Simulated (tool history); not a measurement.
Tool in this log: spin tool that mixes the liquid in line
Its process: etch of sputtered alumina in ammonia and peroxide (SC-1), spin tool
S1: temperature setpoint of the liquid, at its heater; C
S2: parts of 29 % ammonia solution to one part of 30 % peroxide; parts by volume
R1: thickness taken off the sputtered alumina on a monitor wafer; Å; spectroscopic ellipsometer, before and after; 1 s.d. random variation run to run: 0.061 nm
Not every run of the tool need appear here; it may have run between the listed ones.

{"run": 1, "day": 0.0, "S1": 54.0, "S2": 0.55, "time under the liquid (s)": 80, "R1": 70.492}
{"run": 2, "day": 0.225, "S1": 55.0, "S2": 0.55, "time under the liquid (s)": 80, "R1": 73.503}
{"run": 3, "day": 0.588, "S1": 48.0, "S2": 0.55, "time under the liquid (s)": 80, "R1": 50.092}
{"run": 4, "day": 0.954, "S1": 50.0, "S2": 0.55, "time under the liquid (s)": 80, "R1": 56.883}
{"run": 5, "day": 1.004, "S1": 50.0, "S2": 0.7, "time under the liquid (s)": 80, "R1": 57.887}
{"run": 6, "day": 1.175, "S1": 51.5, "S2": 0.7, "time under the liquid (s)": 80, "R1": 62.305}

The next listed run, before its measurement:
{"run": 7, "day": 1.396, "S1": 53.0, "S2": 0.7, "time under the liquid (s)": 80, "R1": "?"}

Logged for run 7: R1 67.047 Å.
